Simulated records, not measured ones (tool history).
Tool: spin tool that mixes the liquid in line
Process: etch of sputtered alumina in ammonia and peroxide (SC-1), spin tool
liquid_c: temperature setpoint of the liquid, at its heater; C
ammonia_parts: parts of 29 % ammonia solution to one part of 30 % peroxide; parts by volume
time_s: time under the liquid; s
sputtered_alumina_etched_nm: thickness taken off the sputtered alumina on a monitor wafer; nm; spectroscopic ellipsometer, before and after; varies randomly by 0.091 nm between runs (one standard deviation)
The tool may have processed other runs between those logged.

run	hour	liquid_c	ammonia_parts	time_s	sputtered_alumina_etched_nm
1	0	53	0.5	160	11.28
2	1.9	53.5	0.5	160	11.629
3	4.7	51	0.5	160	10.233
4	12.9	51	0.5	160	10.167
5	21.3	51	0.5	175	11.061
6	27.9	51	0.35	175	10.83
7	30.7	51.5	0.35	175	10.994
8	38.8	52	0.35	175	11.323
9	47	52	0.35	175	11.322
10	50.2	52.5	0.35	175	11.62
11	51.8	53	0.35	175	11.925
12	53.3	53.5	0.35	175	12.16

What will run 13 give?
13	62	55.5	0.35	175	?

{"run 13": {"sputtered_alumina_etched_nm": 13.818}}
